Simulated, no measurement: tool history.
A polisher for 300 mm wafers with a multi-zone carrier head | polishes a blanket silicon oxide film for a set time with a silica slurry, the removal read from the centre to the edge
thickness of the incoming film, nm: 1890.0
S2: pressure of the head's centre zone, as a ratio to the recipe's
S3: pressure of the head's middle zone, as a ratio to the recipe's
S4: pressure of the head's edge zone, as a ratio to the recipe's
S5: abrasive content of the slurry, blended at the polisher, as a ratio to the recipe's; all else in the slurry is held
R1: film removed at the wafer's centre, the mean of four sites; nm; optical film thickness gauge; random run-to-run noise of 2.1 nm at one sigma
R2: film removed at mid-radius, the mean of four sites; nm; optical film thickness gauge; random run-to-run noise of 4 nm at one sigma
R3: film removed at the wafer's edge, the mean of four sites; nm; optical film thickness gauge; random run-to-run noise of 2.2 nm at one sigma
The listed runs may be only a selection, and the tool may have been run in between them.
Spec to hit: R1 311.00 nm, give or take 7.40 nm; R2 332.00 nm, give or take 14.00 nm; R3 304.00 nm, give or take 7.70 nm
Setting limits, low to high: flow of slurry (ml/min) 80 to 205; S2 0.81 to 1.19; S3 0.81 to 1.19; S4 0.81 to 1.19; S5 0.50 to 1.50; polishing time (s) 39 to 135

Run 1, hour 0.0: flow of slurry (ml/min) 135, S2 1.00, S3 1.00, S4 1.00, S5 1.00, polishing time (s) 87. Result: R1 383.57 nm, R2 387.00 nm, R3 379.74 nm.
Run 2, hour 4.3: flow of slurry (ml/min) 135, S2 1.04, S3 1.00, S4 1.00, S5 1.00, polishing time (s) 87. Result: R1 403.54 nm, R2 385.57 nm, R3 377.61 nm.
Run 3, hour 6.0: flow of slurry (ml/min) 135, S2 1.04, S3 1.00, S4 1.00, S5 0.80, polishing time (s) 87. Result: R1 367.57 nm, R2 363.65 nm, R3 352.31 nm.
Run 4, hour 9.2: flow of slurry (ml/min) 135, S2 1.04, S3 1.00, S4 1.00, S5 0.80, polishing time (s) 71. Result: R1 302.63 nm, R2 289.09 nm, R3 287.05 nm.
Run 5, hour 16.9: flow of slurry (ml/min) 140, S2 1.03, S3 1.02, S4 1.01, S5 0.80, polishing time (s) 71. Result: R1 297.22 nm, R2 301.70 nm, R3 292.74 nm.
Run 6, hour 20.0: flow of slurry (ml/min) 145, S2 1.03, S3 1.03, S4 1.01, S5 0.80, polishing time (s) 71. Result: R1 304.55 nm, R2 303.96 nm, R3 292.46 nm.
Run 7, hour 22.8: flow of slurry (ml/min) 150, S2 1.03, S3 1.04, S4 1.02, S5 0.80, polishing time (s) 71. Result: R1 306.83 nm, R2 309.53 nm, R3 297.38 nm.
Run 8, hour 26.0: flow of slurry (ml/min) 150, S2 1.03, S3 1.05, S4 1.02, S5 0.80, polishing time (s) 71. Result: R1 307.28 nm, R2 313.95 nm, R3 293.99 nm.
Run 9, hour 32.0: flow of slurry (ml/min) 150, S2 1.03, S3 1.06, S4 1.03, S5 0.80, polishing time (s) 71. Result: R1 301.80 nm, R2 308.83 nm, R3 297.44 nm.
Run 10, hour 34.7: flow of slurry (ml/min) 155, S2 1.03, S3 1.07, S4 1.03, S5 0.80, polishing time (s) 71. Result: R1 308.25 nm, R2 316.56 nm, R3 298.12 nm.

5 next moves are on the table. One of them brings every result within its allowed miss. Which?
Run A, hour 37.4: flow of slurry (ml/min) 125, S2 1.11, S3 0.98, S4 1.04, S5 1.20, polishing time (s) 62. Result: R1 ?, R2 ?, R3 ?.
Run B, hour 37.4: flow of slurry (ml/min) 125, S2 1.03, S3 1.02, S4 1.08, S5 0.90, polishing time (s) 69. Result: R1 ?, R2 ?, R3 ?.
Run C, hour 37.4: flow of slurry (ml/min) 160, S2 1.05, S3 1.05, S4 1.08, S5 0.80, polishing time (s) 70. Result: R1 ?, R2 ?, R3 ?.
Run D, hour 37.4: flow of slurry (ml/min) 160, S2 1.09, S3 1.19, S4 1.18, S5 0.65, polishing time (s) 73. Result: R1 ?, R2 ?, R3 ?.
Run E, hour 37.4: flow of slurry (ml/min) 130, S2 1.09, S3 1.01, S4 1.11, S5 0.95, polishing time (s) 66. Result: R1 ?, R2 ?, R3 ?.

move      R1      R2      R3
   A  316.89  283.99  292.89
   B  296.73  296.60  301.06
   C  310.49  309.94  302.84
   D  312.80  334.36  306.57
   E  308.94  288.86  299.22
A: moves away from the targets compared with the last run
B: moves away from the targets compared with the last run
C: moves away from the targets compared with the last run
D: meets every target
E: moves away from the targets compared with the last run
D is the move that brings every result within its allowed miss.
